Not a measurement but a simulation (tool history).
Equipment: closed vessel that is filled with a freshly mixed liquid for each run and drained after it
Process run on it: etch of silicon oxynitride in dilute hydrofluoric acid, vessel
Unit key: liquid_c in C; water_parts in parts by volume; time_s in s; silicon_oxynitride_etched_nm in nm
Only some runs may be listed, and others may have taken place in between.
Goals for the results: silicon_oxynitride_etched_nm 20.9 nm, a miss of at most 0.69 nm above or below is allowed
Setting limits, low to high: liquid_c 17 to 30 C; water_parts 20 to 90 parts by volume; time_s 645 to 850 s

run 1 hour=0 | liquid_c=22 water_parts=50 time_s=850 | silicon_oxynitride_etched_nm=22.721
run 2 hour=2.6 | liquid_c=22 water_parts=50 time_s=645 | silicon_oxynitride_etched_nm=17.021
run 3 hour=3.2 | liquid_c=22 water_parts=60 time_s=645 | silicon_oxynitride_etched_nm=14.074
run 4 hour=7.1 | liquid_c=24 water_parts=60 time_s=645 | silicon_oxynitride_etched_nm=15.577
run 5 hour=12.9 | liquid_c=24 water_parts=70 time_s=645 | silicon_oxynitride_etched_nm=13.53
run 6 hour=14.8 | liquid_c=25.5 water_parts=70 time_s=645 | silicon_oxynitride_etched_nm=14.217
run 7 hour=18.2 | liquid_c=26.5 water_parts=70 time_s=645 | silicon_oxynitride_etched_nm=14.988
-- hour=24.4 thermometer replaced
run 8 hour=24.4 | liquid_c=27.5 water_parts=70 time_s=645 | silicon_oxynitride_etched_nm=16.777

Exactly one of the 4 candidate moves below puts every result within its allowed miss. Which one?
run A hour=30.6 | liquid_c=26.5 water_parts=70 time_s=770 | silicon_oxynitride_etched_nm=?
run B hour=30.6 | liquid_c=27.5 water_parts=70 time_s=745 | silicon_oxynitride_etched_nm=?
run C hour=30.6 | liquid_c=28 water_parts=65 time_s=725 | silicon_oxynitride_etched_nm=?
run D hour=30.6 | liquid_c=28 water_parts=60 time_s=715 | silicon_oxynitride_etched_nm=?

move=A silicon_oxynitride_etched_nm=18.638
move=B silicon_oxynitride_etched_nm=18.901
move=C silicon_oxynitride_etched_nm=20.375
move=D silicon_oxynitride_etched_nm=21.875
A: better than the last run, though not everything is in spec
B: better than the last run, though not everything is in spec
C: hits every target within its allowed miss
D: pushes the last run's worst result past its target
Go with C: it meets all targets.

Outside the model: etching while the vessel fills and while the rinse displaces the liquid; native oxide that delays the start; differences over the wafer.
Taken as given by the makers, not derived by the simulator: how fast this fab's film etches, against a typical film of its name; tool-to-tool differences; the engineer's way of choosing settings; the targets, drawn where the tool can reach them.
